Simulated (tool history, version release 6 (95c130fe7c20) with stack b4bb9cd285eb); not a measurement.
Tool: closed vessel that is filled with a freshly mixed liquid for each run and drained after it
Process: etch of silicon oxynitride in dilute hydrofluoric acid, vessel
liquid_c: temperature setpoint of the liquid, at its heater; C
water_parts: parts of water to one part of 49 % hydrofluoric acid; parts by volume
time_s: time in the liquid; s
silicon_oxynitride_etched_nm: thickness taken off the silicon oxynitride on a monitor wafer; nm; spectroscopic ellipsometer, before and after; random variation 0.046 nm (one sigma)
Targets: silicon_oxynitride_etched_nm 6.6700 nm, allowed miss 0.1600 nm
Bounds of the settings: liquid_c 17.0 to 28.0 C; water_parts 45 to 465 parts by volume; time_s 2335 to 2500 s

{"run": 1, "hour": 0.0, "liquid_c": 20.0, "water_parts": 255, "time_s": 2335, "silicon_oxynitride_etched_nm": 12.815}
{"run": 2, "hour": 8.0, "liquid_c": 19.5, "water_parts": 265, "time_s": 2335, "silicon_oxynitride_etched_nm": 12.148}
{"run": 3, "hour": 12.6, "liquid_c": 19.0, "water_parts": 275, "time_s": 2335, "silicon_oxynitride_etched_nm": 11.408}
{"run": 4, "hour": 19.3, "liquid_c": 19.0, "water_parts": 285, "time_s": 2335, "silicon_oxynitride_etched_nm": 10.871}
{"run": 5, "hour": 21.9, "liquid_c": 19.0, "water_parts": 295, "time_s": 2335, "silicon_oxynitride_etched_nm": 10.333}
{"run": 6, "hour": 30.2, "liquid_c": 19.0, "water_parts": 295, "time_s": 2500, "silicon_oxynitride_etched_nm": 11.202}
{"run": 7, "hour": 31.5, "liquid_c": 19.0, "water_parts": 305, "time_s": 2500, "silicon_oxynitride_etched_nm": 10.687}
{"run": 8, "hour": 38.3, "liquid_c": 19.0, "water_parts": 315, "time_s": 2500, "silicon_oxynitride_etched_nm": 10.317}
{"run": 9, "hour": 46.3, "liquid_c": 17.0, "water_parts": 410, "time_s": 2495, "silicon_oxynitride_etched_nm": 6.9115}

Which of these 4 next moves meets every target?
{"run": "A", "hour": 54.3, "liquid_c": 17.0, "water_parts": 415, "time_s": 2450, "silicon_oxynitride_etched_nm": "?"}
{"run": "B", "hour": 54.3, "liquid_c": 17.0, "water_parts": 415, "time_s": 2335, "silicon_oxynitride_etched_nm": "?"}
{"run": "C", "hour": 54.3, "liquid_c": 17.0, "water_parts": 420, "time_s": 2340, "silicon_oxynitride_etched_nm": "?"}
{"run": "D", "hour": 54.3, "liquid_c": 17.0, "water_parts": 430, "time_s": 2420, "silicon_oxynitride_etched_nm": "?"}

move=A silicon_oxynitride_etched_nm=6.7225
move=B silicon_oxynitride_etched_nm=6.4069
move=C silicon_oxynitride_etched_nm=6.3283
move=D silicon_oxynitride_etched_nm=6.3604
A: meets every target
B: takes the result that was furthest off past its target
C: takes the result that was furthest off past its target
D: takes the result that was furthest off past its target
The right move is A.

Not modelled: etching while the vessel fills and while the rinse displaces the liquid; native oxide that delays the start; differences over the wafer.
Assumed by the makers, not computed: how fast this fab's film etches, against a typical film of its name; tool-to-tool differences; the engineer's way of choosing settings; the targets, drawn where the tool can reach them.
